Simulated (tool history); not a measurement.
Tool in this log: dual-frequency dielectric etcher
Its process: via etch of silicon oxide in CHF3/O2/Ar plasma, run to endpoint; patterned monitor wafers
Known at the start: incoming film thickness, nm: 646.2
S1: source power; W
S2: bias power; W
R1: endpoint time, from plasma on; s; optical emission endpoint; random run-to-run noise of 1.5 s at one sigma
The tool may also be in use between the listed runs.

run,day,S1,S2,R1
1,0,600,230,316.01
2,0.204,640,230,310
3,0.483,640,191,321.83
4,0.592,660,193,322.5
5,0.938,680,198,316.34
6,1.1,700,201,310.32

Run 7 is up next; what results do you expect?
7,1.471,720,202,?

R1: 310.8 s
